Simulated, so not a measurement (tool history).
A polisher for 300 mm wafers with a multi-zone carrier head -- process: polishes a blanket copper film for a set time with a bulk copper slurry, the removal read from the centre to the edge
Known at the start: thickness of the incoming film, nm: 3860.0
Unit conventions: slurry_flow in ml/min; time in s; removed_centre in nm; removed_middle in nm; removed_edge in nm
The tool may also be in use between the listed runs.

Run 1, hour 0.0: slurry_flow 255 ml/min, centre_zone 1.00, middle_zone 1.00, edge_zone 1.00, slurry_solids 1.00, time 72 s. Result: removed_centre 857.10 nm, removed_middle 865.15 nm, removed_edge 875.37 nm.
Run 2, hour 3.8: slurry_flow 255 ml/min, centre_zone 1.00, middle_zone 1.00, edge_zone 1.00, slurry_solids 1.20, time 72 s. Result: removed_centre 900.91 nm, removed_middle 869.98 nm, removed_edge 931.23 nm.
Run 3, hour 12.3: slurry_flow 255 ml/min, centre_zone 1.03, middle_zone 0.97, edge_zone 0.96, slurry_solids 1.00, time 64 s. Result: removed_centre 820.02 nm, removed_middle 756.80 nm, removed_edge 773.54 nm.
Run 4, hour 14.1: slurry_flow 255 ml/min, centre_zone 1.03, middle_zone 0.97, edge_zone 1.01, slurry_solids 1.00, time 64 s. Result: removed_centre 790.85 nm, removed_middle 734.87 nm, removed_edge 793.42 nm.
Run 5, hour 19.6: slurry_flow 255 ml/min, centre_zone 1.03, middle_zone 0.93, edge_zone 1.01, slurry_solids 1.00, time 64 s. Result: removed_centre 796.59 nm, removed_middle 708.98 nm, removed_edge 792.11 nm.
Run 6, hour 23.6: slurry_flow 305 ml/min, centre_zone 1.03, middle_zone 0.93, edge_zone 1.01, slurry_solids 1.00, time 64 s. Result: removed_centre 825.30 nm, removed_middle 745.66 nm, removed_edge 803.90 nm.

Expected results for the next run?
Run 7, hour 29.5: slurry_flow 305 ml/min, centre_zone 1.03, middle_zone 0.91, edge_zone 0.96, slurry_solids 0.85, time 59 s. Result: removed_centre ?, removed_middle ?, removed_edge ?.

removed_centre: 726.41 nm
removed_middle: 638.60 nm
removed_edge: 704.34 nm

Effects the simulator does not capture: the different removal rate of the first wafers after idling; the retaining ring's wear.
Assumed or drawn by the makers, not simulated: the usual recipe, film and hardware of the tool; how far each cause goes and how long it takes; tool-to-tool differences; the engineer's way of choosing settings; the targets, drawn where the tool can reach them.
